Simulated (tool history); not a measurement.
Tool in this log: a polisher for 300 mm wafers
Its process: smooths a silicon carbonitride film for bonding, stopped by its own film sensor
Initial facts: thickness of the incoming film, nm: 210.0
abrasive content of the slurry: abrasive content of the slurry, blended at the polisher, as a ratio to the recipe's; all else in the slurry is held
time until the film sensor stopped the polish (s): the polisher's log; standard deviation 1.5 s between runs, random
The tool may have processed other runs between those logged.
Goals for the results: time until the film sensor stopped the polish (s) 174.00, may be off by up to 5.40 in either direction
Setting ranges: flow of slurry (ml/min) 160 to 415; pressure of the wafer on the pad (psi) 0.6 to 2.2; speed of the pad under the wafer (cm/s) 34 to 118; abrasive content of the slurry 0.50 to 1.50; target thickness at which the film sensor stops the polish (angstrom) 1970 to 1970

run,hour,flow of slurry (ml/min),pressure of the wafer on the pad (psi),speed of the pad under the wafer (cm/s),abrasive content of the slurry,target thickness at which the film sensor stops the polish (angstrom),time until the film sensor stopped the polish (s)
1,0.0,265,1.4,76,1.00,1970,114.52
2,2.7,265,1.2,76,1.00,1970,134.29
3,7.4,225,1.2,76,1.00,1970,135.46
4,16.4,225,1.2,76,1.00,1970,136.42
5,24.1,225,1.2,84,1.00,1970,125.45
6,31.9,225,1.2,92,1.00,1970,118.30
7,40.2,225,1.0,92,1.00,1970,141.29
8,47.4,225,0.9,92,1.00,1970,154.36
9,54.5,225,0.9,92,1.00,1970,155.82
10,60.4,225,0.9,92,1.00,1970,153.97

Which of these 5 next moves meets every target?
A,66.3,215,0.8,100,1.05,1970,?
B,66.3,205,1.1,72,1.00,1970,?
C,66.3,280,0.7,114,1.00,1970,?
D,66.3,260,0.7,104,1.00,1970,?
E,66.3,215,0.9,90,0.95,1970,?

move,time until the film sensor stopped the polish (s)
A,160.41
B,157.52
C,161.30
D,175.00
E,161.37
A: moves toward the targets from the last run without getting all of them in spec
B: moves toward the targets from the last run without getting all of them in spec
C: moves toward the targets from the last run without getting all of them in spec
D: all results in spec
E: moves toward the targets from the last run without getting all of them in spec
Go with D: it meets all targets.

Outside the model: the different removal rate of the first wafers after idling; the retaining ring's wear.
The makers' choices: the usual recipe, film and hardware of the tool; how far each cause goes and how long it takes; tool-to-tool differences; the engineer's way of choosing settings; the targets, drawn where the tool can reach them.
